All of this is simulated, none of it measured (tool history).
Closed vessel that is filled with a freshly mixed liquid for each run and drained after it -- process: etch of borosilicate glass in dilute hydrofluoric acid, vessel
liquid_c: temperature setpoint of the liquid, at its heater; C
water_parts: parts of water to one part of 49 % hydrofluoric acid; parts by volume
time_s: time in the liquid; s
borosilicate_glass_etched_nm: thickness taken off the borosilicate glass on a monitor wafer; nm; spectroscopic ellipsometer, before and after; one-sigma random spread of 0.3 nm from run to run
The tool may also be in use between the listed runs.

{"run": 1, "hour": 0.0, "liquid_c": 25.0, "water_parts": 170, "time_s": 240, "borosilicate_glass_etched_nm": 63.45}
{"run": 2, "hour": 0.9, "liquid_c": 28.5, "water_parts": 170, "time_s": 240, "borosilicate_glass_etched_nm": 71.15}
{"run": 3, "hour": 8.8, "liquid_c": 30.5, "water_parts": 170, "time_s": 240, "borosilicate_glass_etched_nm": 78.08}
{"run": 4, "hour": 14.9, "liquid_c": 29.0, "water_parts": 170, "time_s": 240, "borosilicate_glass_etched_nm": 73.436}
{"run": 5, "hour": 19.5, "liquid_c": 29.0, "water_parts": 170, "time_s": 260, "borosilicate_glass_etched_nm": 79.434}
{"run": 6, "hour": 21.8, "liquid_c": 29.0, "water_parts": 200, "time_s": 260, "borosilicate_glass_etched_nm": 65.451}
{"run": 7, "hour": 28.3, "liquid_c": 28.0, "water_parts": 200, "time_s": 260, "borosilicate_glass_etched_nm": 62.666}
{"run": 8, "hour": 36.2, "liquid_c": 27.0, "water_parts": 200, "time_s": 260, "borosilicate_glass_etched_nm": 60.912}
{"run": 9, "hour": 42.3, "liquid_c": 26.0, "water_parts": 200, "time_s": 260, "borosilicate_glass_etched_nm": 58.044}
{"run": 10, "hour": 46.0, "liquid_c": 22.0, "water_parts": 205, "time_s": 260, "borosilicate_glass_etched_nm": 49.139}

Run 11 is up next; what results do you expect?
{"run": 11, "hour": 47.6, "liquid_c": 21.5, "water_parts": 205, "time_s": 260, "borosilicate_glass_etched_nm": "?"}

borosilicate_glass_etched_nm: 47.412 nm
